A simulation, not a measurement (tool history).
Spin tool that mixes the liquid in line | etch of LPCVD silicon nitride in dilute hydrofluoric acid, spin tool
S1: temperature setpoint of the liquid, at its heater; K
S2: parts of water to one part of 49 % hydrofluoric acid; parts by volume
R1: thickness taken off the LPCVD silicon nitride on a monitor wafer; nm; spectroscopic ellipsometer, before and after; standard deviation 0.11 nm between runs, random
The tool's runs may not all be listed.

Run 1, hour 0.0: S1 294.15 K, S2 50 parts by volume, time under the liquid (s) 305. Result: R1 2.0180 nm.
Run 2, hour 5.6: S1 294.15 K, S2 65 parts by volume, time under the liquid (s) 305. Result: R1 1.5290 nm.
Run 3, hour 12.3: S1 292.65 K, S2 65 parts by volume, time under the liquid (s) 305. Result: R1 1.4100 nm.
Run 4, hour 17.1: S1 292.65 K, S2 65 parts by volume, time under the liquid (s) 325. Result: R1 1.5476 nm.
Run 5, hour 18.5: S1 291.15 K, S2 65 parts by volume, time under the liquid (s) 325. Result: R1 1.3600 nm.
Run 6, hour 21.0: S1 294.15 K, S2 55 parts by volume, time under the liquid (s) 325. Result: R1 1.9375 nm.
Run 7, hour 27.3: S1 296.15 K, S2 45 parts by volume, time under the liquid (s) 325. Result: R1 2.6466 nm.
Run 8, hour 30.8: S1 297.65 K, S2 40 parts by volume, time under the liquid (s) 325. Result: R1 3.4321 nm.
Run 9, hour 35.8: S1 298.65 K, S2 40 parts by volume, time under the liquid (s) 325. Result: R1 3.6087 nm.
Run 10, hour 42.9: S1 299.65 K, S2 40 parts by volume, time under the liquid (s) 325. Result: R1 3.8421 nm.

Expected results for the next run?
Run 11, hour 43.6: S1 300.15 K, S2 40 parts by volume, time under the liquid (s) 325. Result: R1 ?.

Run 11 came out at R1 4.1082 nm.

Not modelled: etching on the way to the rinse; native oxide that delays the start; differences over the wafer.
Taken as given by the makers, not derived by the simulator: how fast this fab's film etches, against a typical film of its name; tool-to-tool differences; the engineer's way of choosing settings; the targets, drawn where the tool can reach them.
